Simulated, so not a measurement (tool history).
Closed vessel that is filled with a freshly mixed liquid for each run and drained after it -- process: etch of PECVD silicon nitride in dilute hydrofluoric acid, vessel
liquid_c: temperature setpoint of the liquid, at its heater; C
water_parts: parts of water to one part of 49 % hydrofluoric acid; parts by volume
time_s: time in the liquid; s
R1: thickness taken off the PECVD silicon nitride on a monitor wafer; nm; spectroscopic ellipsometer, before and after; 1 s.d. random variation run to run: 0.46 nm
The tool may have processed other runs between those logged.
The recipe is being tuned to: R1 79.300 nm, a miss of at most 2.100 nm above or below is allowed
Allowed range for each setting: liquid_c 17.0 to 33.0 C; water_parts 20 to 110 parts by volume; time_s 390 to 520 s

{"run": 1, "hour": 0.0, "liquid_c": 25.0, "water_parts": 60, "time_s": 520, "R1": 25.749}
{"run": 2, "hour": 1.6, "liquid_c": 25.0, "water_parts": 60, "time_s": 390, "R1": 19.357}
{"run": 3, "hour": 8.0, "liquid_c": 25.0, "water_parts": 80, "time_s": 390, "R1": 14.595}
{"run": 4, "hour": 13.2, "liquid_c": 27.5, "water_parts": 60, "time_s": 430, "R1": 25.33}
{"run": 5, "hour": 21.7, "liquid_c": 27.5, "water_parts": 75, "time_s": 430, "R1": 20.091}
{"run": 6, "hour": 31.2, "liquid_c": 27.5, "water_parts": 75, "time_s": 520, "R1": 24.495}
{"run": 7, "hour": 39.8, "liquid_c": 31.5, "water_parts": 50, "time_s": 520, "R1": 47.12}
{"run": 8, "hour": 48.3, "liquid_c": 33.0, "water_parts": 25, "time_s": 520, "R1": 103.38}
{"run": 9, "hour": 56.9, "liquid_c": 32.0, "water_parts": 25, "time_s": 520, "R1": 95.282}
{"run": 10, "hour": 60.1, "liquid_c": 31.0, "water_parts": 25, "time_s": 520, "R1": 91.048}
{"run": 11, "hour": 67.1, "liquid_c": 30.5, "water_parts": 25, "time_s": 520, "R1": 88.142}
{"run": 12, "hour": 73.8, "liquid_c": 30.0, "water_parts": 25, "time_s": 520, "R1": 84.026}
{"run": 13, "hour": 79.0, "liquid_c": 29.5, "water_parts": 25, "time_s": 520, "R1": 82.005}
{"run": 14, "hour": 88.0, "liquid_c": 29.5, "water_parts": 25, "time_s": 520, "R1": 82.398}

5 candidate next runs follow, results not yet known. Just one meets every target within its allowed miss. Identify it.
{"run": "A", "hour": 97.0, "liquid_c": 27.5, "water_parts": 20, "time_s": 465, "R1": "?"}
{"run": "B", "hour": 97.0, "liquid_c": 27.0, "water_parts": 20, "time_s": 520, "R1": "?"}
{"run": "C", "hour": 97.0, "liquid_c": 26.0, "water_parts": 20, "time_s": 475, "R1": "?"}
{"run": "D", "hour": 97.0, "liquid_c": 26.5, "water_parts": 20, "time_s": 465, "R1": "?"}
{"run": "E", "hour": 97.0, "liquid_c": 32.0, "water_parts": 30, "time_s": 475, "R1": "?"}

move=A R1=78.592
move=B R1=84.993
move=C R1=72.582
move=D R1=73.491
move=E R1=72.919
A: all results land within tolerance of their targets
B: moves away from the targets compared with the last run
C: pushes the last run's worst result past its target
D: pushes the last run's worst result past its target
E: pushes the last run's worst result past its target
The right move is A.
